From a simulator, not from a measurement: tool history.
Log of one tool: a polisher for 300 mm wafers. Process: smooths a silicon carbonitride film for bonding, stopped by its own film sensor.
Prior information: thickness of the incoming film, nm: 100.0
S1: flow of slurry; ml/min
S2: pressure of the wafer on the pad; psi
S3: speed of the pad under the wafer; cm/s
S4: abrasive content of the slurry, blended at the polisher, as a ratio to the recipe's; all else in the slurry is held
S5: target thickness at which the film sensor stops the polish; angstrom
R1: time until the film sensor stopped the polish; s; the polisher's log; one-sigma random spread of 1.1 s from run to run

{"run": 1, "hour": 0.0, "S1": 210, "S2": 2.7, "S3": 86, "S4": 1, "S5": 640, "R1": 131.68}
{"run": 2, "hour": 7.1, "S1": 210, "S2": 2.7, "S3": 86, "S4": 1.15, "S5": 640, "R1": 118.82}
{"run": 3, "hour": 13.5, "S1": 210, "S2": 2.8, "S3": 86, "S4": 1.15, "S5": 640, "R1": 114.09}
{"run": 4, "hour": 18.2, "S1": 210, "S2": 2.8, "S3": 98, "S4": 1.15, "S5": 640, "R1": 104.4}
{"run": 5, "hour": 25.7, "S1": 210, "S2": 2.8, "S3": 98, "S4": 1, "S5": 640, "R1": 112.24}
{"run": 6, "hour": 26.5, "S1": 210, "S2": 2.9, "S3": 98, "S4": 1, "S5": 640, "R1": 110.95}
{"run": 7, "hour": 29.6, "S1": 210, "S2": 3, "S3": 98, "S4": 1, "S5": 640, "R1": 105.85}

Run 8 comes next. What will it give?
{"run": 8, "hour": 36.5, "S1": 210, "S2": 3.7, "S3": 102, "S4": 1, "S5": 640, "R1": "?"}

{"run 8": {"R1": 83.75}}
